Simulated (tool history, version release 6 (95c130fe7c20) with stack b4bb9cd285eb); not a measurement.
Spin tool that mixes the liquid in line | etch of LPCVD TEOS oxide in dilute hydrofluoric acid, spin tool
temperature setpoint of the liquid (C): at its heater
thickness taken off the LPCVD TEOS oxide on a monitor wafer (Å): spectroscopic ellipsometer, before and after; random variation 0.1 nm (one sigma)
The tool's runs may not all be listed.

| run | hour | temperature setpoint of the liquid (C) | parts of water to one part of 49 % hydrofluoric acid (parts by volume) | time under the liquid (s) | thickness taken off the LPCVD TEOS oxide on a monitor wafer (Å) |
|---|---|---|---|---|---|
| 1 | 0.0 | 24.0 | 80 | 15 | 115.88 |
| 2 | 3.3 | 24.0 | 80 | 15 | 116.32 |
| 3 | 5.1 | 24.0 | 80 | 15 | 115.57 |
| 4 | 9.2 | 24.0 | 65 | 15 | 146.09 |
| 5 | 9.9 | 24.0 | 50 | 15 | 192.57 |
| 6 | 16.3 | 24.0 | 70 | 15 | 134.82 |
| 7 | 24.2 | 25.5 | 65 | 15 | 154.40 |
| 8 | 32.7 | 27.0 | 60 | 15 | 178.92 |
| 9 | 40.5 | 28.0 | 55 | 15 | 203.77 |
| 10 | 47.4 | 29.0 | 50 | 15 | 235.98 |
| 11 | 55.9 | 29.5 | 50 | 15 | 238.87 |
| 12 | 64.5 | 30.0 | 50 | 15 | 244.91 |

Run 13 has not been measured yet. What should we expect?
| 13 | 65.3 | 30.5 | 50 | 15 | ? |

{"run 13": {"thickness taken off the LPCVD TEOS oxide on a monitor wafer (Å)": 249.84}}

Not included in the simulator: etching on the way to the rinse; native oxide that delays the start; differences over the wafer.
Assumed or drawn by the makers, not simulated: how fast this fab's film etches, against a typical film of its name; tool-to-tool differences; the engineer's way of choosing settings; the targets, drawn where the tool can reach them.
